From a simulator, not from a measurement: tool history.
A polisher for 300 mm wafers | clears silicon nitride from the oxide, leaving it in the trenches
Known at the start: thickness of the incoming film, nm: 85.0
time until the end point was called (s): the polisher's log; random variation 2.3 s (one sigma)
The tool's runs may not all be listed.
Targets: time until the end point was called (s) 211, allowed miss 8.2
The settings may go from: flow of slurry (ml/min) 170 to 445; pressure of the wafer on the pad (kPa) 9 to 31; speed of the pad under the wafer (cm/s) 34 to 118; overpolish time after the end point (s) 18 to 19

run    day  flow of slurry (ml/min)  pressure of the wafer on the pad (kPa)  speed of the pad under the wafer (cm/s)  overpolish time after the end point (s)  time until the end point was called (s)
  1      0                      285                                      20                                       76                                       18                                   123.55
  2  0.117                      310                                      20                                       76                                       18                                   123.03
  3  0.442                      310                                    17.2                                       76                                       18                                   132.72
  4  0.592                      310                                    17.2                                       76                                       18                                   138.01
  5  0.729                      310                                    15.9                                       76                                       18                                   142.87
  6  0.879                      310                                    18.6                                       76                                       18                                   128.28
  7  0.967                      310                                    17.2                                       74                                       18                                   142.25
  8    1.3                      310                                    16.5                                       74                                       18                                    141.1
  9  1.471                      310                                    15.9                                       72                                       18                                   151.64
 10  1.583                      310                                    15.2                                       72                                       18                                   154.67
 11  1.688                      310                                    14.5                                       72                                       18                                   163.23
 12  1.792                      305                                    13.8                                       72                                       18                                   163.98
 13  2.038                      305                                    13.1                                       72                                       18                                   164.35
 14  2.325                      305                                    12.4                                       70                                       18                                   174.85
 15  2.542                      305                                    11.7                                       70                                       18                                    182.6
 16  2.858                      305                                    10.3                                       68                                       18                                   199.73

Which of these 5 next moves meets every target?
  A  3.175                      315                                    10.3                                       74                                       19                                        ?
  B  3.175                      325                                     9.7                                       74                                       18                                        ?
  C  3.175                      370                                    13.8                                       60                                       18                                        ?
  D  3.175                      300                                     9.7                                       68                                       18                                        ?
  E  3.175                      290                                    13.8                                       68                                       19                                        ?

move  time until the end point was called (s)
   A                                   184.13
   B                                   190.28
   C                                   185.85
   D                                   205.61
   E                                    169.9
A: further off than the last run
B: further off than the last run
C: further off than the last run
D: meets every target
E: further off than the last run
The right move is D.
